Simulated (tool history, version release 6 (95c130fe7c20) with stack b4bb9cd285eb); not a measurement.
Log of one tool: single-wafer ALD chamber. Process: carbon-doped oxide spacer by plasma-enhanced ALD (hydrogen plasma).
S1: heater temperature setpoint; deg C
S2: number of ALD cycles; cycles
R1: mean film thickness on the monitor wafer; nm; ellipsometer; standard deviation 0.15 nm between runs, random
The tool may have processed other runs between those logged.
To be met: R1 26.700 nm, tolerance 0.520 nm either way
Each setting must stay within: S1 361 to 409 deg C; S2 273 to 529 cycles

| run | day | S1 | S2 | R1 |
|---|---|---|---|---|
| 1 | 0.000 | 385 | 401 | 21.182 |
| 2 | 0.375 | 379 | 401 | 21.400 |
| 3 | 0.667 | 378 | 430 | 22.887 |
| 4 | 0.908 | 378 | 460 | 24.809 |
| 5 | 1.221 | 378 | 469 | 24.968 |
| 6 | 1.325 | 378 | 479 | 25.685 |
| 7 | 1.579 | 378 | 484 | 25.781 |
|  | 1.804 | thermocouple changed; heater temperature recalibrated |
| 8 | 1.804 | 378 | 489 | 25.964 |

Which single option among these 5 for the next run brings every result within its allowed miss of target? Just one does.
| A | 2.029 | 368 | 473 | ? |
| B | 2.029 | 369 | 480 | ? |
| C | 2.029 | 375 | 529 | ? |
| D | 2.029 | 367 | 502 | ? |
| E | 2.029 | 377 | 473 | ? |

| move | R1 |
|---|---|
| A | 25.205 |
| B | 25.578 |
| C | 28.189 |
| D | 26.751 |
| E | 25.205 |
A: its largest miss is bigger than the last run's
B: its largest miss is bigger than the last run's
C: pushes the last run's worst result past its target
D: meets every target
E: its largest miss is bigger than the last run's
The right move is D.
